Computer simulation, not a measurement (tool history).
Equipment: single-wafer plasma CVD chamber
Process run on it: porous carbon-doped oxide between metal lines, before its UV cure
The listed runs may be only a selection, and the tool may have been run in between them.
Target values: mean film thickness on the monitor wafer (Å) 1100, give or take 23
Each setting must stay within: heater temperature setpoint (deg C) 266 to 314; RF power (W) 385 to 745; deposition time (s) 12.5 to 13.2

run,hour,heater temperature setpoint (deg C),RF power (W),deposition time (s),mean film thickness on the monitor wafer (Å)
1,0,290,565,13.2,824.98
2,4.6,290,565,13.2,823.4
3,5.6,282,565,13.2,871.8
4,9.4,277,565,13.2,909.06
5,11.2,281,565,13.2,877.11
6,13.7,288,565,13.2,834.33
7,22.1,281,600,13.2,925.09
8,28.8,276,620,13.2,984.9
9,34.1,273,630,13.2,1024.1
10,39.1,271,635,13.2,1039.7
11,43,269,640,13.2,1055.7

Consider the 5 candidate settings below. Which is the only one whose results all fall within their allowed miss of target?
A,46.9,270,645,12.5,?
B,46.9,272,625,13.2,?
C,46.9,276,655,12.8,?
D,46.9,267,665,13,?
E,46.9,273,660,12.6,?

move,mean film thickness on the monitor wafer (Å)
A,1006.7
B,1018.9
C,996.62
D,1096.1
E,1009.9
A: its largest miss is bigger than the last run's
B: its largest miss is bigger than the last run's
C: its largest miss is bigger than the last run's
D: meets every target
E: its largest miss is bigger than the last run's
The right move is D.
